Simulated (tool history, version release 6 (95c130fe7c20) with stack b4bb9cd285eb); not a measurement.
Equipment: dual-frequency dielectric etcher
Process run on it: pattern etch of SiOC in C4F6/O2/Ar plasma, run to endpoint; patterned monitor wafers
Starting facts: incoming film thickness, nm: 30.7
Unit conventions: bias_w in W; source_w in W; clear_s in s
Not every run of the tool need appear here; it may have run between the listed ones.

| run | hour | bias_w | source_w | clear_s |
|---|---|---|---|---|
| 1 | 0 | 387 | 340 | 13.397 |
| 2 | 6 | 454 | 340 | 12.686 |
| 3 | 13.3 | 454 | 300 | 13.35 |
| 4 | 22.3 | 454 | 240 | 14.58 |
| 5 | 26.2 | 454 | 210 | 15.328 |
| 6 | 28.5 | 454 | 240 | 14.498 |
| 7 | 37.3 | 442 | 240 | 14.538 |
| 8 | 42.6 | 426 | 240 | 14.769 |

Run 9, settings as shown, results not yet in. Your forecast:
| 9 | 47.5 | 415 | 240 | ? |

For run 9 the tool returned clear_s 14.988 s.

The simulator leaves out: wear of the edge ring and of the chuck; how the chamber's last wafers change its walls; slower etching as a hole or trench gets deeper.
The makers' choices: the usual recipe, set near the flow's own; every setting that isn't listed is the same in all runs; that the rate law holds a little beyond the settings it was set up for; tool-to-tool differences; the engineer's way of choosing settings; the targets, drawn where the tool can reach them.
